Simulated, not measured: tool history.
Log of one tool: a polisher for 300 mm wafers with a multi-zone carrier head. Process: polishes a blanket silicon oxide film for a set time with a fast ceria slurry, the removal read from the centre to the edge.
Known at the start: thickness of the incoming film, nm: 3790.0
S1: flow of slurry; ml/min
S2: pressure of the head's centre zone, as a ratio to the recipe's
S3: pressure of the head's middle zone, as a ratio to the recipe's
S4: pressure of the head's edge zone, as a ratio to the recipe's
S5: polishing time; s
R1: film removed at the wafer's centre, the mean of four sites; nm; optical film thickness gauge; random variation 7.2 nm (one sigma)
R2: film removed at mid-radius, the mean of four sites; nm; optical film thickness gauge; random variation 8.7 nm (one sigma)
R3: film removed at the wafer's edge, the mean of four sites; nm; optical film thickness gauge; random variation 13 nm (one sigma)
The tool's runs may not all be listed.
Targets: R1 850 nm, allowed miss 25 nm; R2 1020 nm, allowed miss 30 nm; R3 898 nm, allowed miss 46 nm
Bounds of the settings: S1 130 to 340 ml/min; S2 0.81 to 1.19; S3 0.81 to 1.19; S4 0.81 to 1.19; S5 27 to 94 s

{"run": 1, "day": 0.0, "S1": 220, "S2": 1, "S3": 1, "S4": 1, "S5": 60, "R1": 1136.6, "R2": 1177.5, "R3": 1134}
{"run": 2, "day": 0.112, "S1": 215, "S2": 0.97, "S3": 1, "S4": 0.96, "S5": 58, "R1": 1075.8, "R2": 1145.9, "R3": 1055.8}
{"run": 3, "day": 0.271, "S1": 205, "S2": 0.93, "S3": 0.99, "S4": 0.94, "S5": 57, "R1": 996.55, "R2": 1119.8, "R3": 1009.2}
{"run": 4, "day": 0.521, "S1": 205, "S2": 0.93, "S3": 0.99, "S4": 0.94, "S5": 63, "R1": 1107.9, "R2": 1236.3, "R3": 1144.9}
{"run": 5, "day": 0.679, "S1": 205, "S2": 0.93, "S3": 1.02, "S4": 0.94, "S5": 63, "R1": 1111.3, "R2": 1263.5, "R3": 1142.3}
{"run": 6, "day": 0.792, "S1": 200, "S2": 0.91, "S3": 0.99, "S4": 0.92, "S5": 61, "R1": 1053.4, "R2": 1187.1, "R3": 1090.3}
{"day": 0.954, "done": "worn pad replaced by a new one"}
{"run": 7, "day": 0.954, "S1": 200, "S2": 0.91, "S3": 0.99, "S4": 0.92, "S5": 61, "R1": 1176.9, "R2": 1304.7, "R3": 1215.6}
{"run": 8, "day": 1.154, "S1": 205, "S2": 0.93, "S3": 1.02, "S4": 0.97, "S5": 61, "R1": 1188.7, "R2": 1334.4, "R3": 1243}
{"run": 9, "day": 1.288, "S1": 210, "S2": 0.9, "S3": 0.99, "S4": 0.93, "S5": 60, "R1": 1132.9, "R2": 1295.1, "R3": 1208.5}

Which of these 5 next moves meets every target?
{"run": "A", "day": 1.421, "S1": 170, "S2": 1.19, "S3": 0.99, "S4": 0.9, "S5": 76, "R1": "?", "R2": "?", "R3": "?"}
{"run": "B", "day": 1.421, "S1": 190, "S2": 0.87, "S3": 0.83, "S4": 1, "S5": 49, "R1": "?", "R2": "?", "R3": "?"}
{"run": "C", "day": 1.421, "S1": 185, "S2": 0.81, "S3": 0.87, "S4": 0.93, "S5": 50, "R1": "?", "R2": "?", "R3": "?"}
{"run": "D", "day": 1.421, "S1": 135, "S2": 0.87, "S3": 1, "S4": 0.83, "S5": 50, "R1": "?", "R2": "?", "R3": "?"}
{"run": "E", "day": 1.421, "S1": 130, "S2": 0.98, "S3": 0.94, "S4": 0.92, "S5": 48, "R1": "?", "R2": "?", "R3": "?"}

move=A R1=1803.9 R2=1577.2 R3=1516.4
move=B R1=899.84 R2=915.68 R3=1041.9
move=C R1=860.37 R2=961.55 R3=1023.8
move=D R1=862.44 R2=1005.8 R3=934.56
move=E R1=909.86 R2=916.69 R3=935.74
A: further off than the last run
B: nearer than the last run, and not there yet
C: brings the result that was furthest off to its target, and leaves another outside
D: meets every target
E: nearer than the last run, and not there yet
The right move is D.
